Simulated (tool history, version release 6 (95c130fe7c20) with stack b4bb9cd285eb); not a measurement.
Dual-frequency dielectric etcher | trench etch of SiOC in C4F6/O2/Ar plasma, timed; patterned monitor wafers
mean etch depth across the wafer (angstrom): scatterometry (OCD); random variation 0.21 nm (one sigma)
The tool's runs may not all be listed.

run	hour	source power (kW)	bias power (kW)	etch time (s)	mean etch depth across the wafer (angstrom)
1	0.0	0.310	0.249	17	383.34
2	1.2	0.310	0.249	16	364.36
3	2.9	0.310	0.270	16	371.60
4	4.3	0.310	0.270	16	370.33
5	9.8	0.270	0.251	16	337.71
6	17.5	0.250	0.248	16	327.64
7	25.8	0.240	0.245	16	320.60

Forecast run 8:
8	31.2	0.230	0.243	16	?

{"run 8": {"mean etch depth across the wafer (angstrom)": 309.13}}
